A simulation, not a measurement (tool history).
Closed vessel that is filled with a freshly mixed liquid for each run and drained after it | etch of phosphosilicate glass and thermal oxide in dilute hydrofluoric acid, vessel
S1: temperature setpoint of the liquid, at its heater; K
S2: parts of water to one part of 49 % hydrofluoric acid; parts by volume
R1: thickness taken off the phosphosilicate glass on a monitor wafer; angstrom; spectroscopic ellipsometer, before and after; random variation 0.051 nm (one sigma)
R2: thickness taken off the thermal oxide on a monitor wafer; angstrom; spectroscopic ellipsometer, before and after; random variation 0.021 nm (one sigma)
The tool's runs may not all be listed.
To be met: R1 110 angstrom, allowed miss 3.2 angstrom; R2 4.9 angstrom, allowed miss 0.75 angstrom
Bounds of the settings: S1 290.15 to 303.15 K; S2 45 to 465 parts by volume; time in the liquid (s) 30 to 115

run 1 hour=0 | S1=295.15 S2=255 time_in_the_liquid_(s)=60 | R1=189.31 R2=8.7182
run 2 hour=4.2 | S1=295.15 S2=205 time_in_the_liquid_(s)=60 | R1=243.63 R2=11.18
run 3 hour=5.6 | S1=293.65 S2=240 time_in_the_liquid_(s)=60 | R1=192.21 R2=8.6522
run 4 hour=13.2 | S1=293.65 S2=240 time_in_the_liquid_(s)=75 | R1=241.04 R2=11.072
run 5 hour=14.6 | S1=292.65 S2=275 time_in_the_liquid_(s)=75 | R1=195.11 R2=8.9808
run 6 hour=19.6 | S1=292.65 S2=370 time_in_the_liquid_(s)=75 | R1=135.73 R2=6.6042
run 7 hour=21.8 | S1=292.15 S2=375 time_in_the_liquid_(s)=75 | R1=130.15 R2=5.7209
run 8 hour=30.5 | S1=291.65 S2=385 time_in_the_liquid_(s)=75 | R1=124.03 R2=5.5133
run 9 hour=35.3 | S1=291.65 S2=385 time_in_the_liquid_(s)=75 | R1=123.78 R2=5.7756
run 10 hour=41.2 | S1=291.15 S2=390 time_in_the_liquid_(s)=75 | R1=119.32 R2=5.8448
run 11 hour=48.8 | S1=291.65 S2=400 time_in_the_liquid_(s)=75 | R1=118.62 R2=5.2717

4 next moves are on the table. One of them brings every result within its allowed miss. Which?
run A hour=56.4 | S1=303.15 S2=465 time_in_the_liquid_(s)=70 | R1=? R2=?
run B hour=56.4 | S1=293.65 S2=420 time_in_the_liquid_(s)=70 | R1=? R2=?
run C hour=56.4 | S1=302.65 S2=435 time_in_the_liquid_(s)=60 | R1=? R2=?
run D hour=56.4 | S1=292.15 S2=425 time_in_the_liquid_(s)=85 | R1=? R2=?

move=A R1=131.03 R2=6.0077
move=B R1=110.77 R2=5.0789
move=C R1=121.47 R2=5.5695
move=D R1=125.63 R2=5.7601
A: further off than the last run
B: meets every target
C: further off than the last run
D: further off than the last run
Move B is the one to make.

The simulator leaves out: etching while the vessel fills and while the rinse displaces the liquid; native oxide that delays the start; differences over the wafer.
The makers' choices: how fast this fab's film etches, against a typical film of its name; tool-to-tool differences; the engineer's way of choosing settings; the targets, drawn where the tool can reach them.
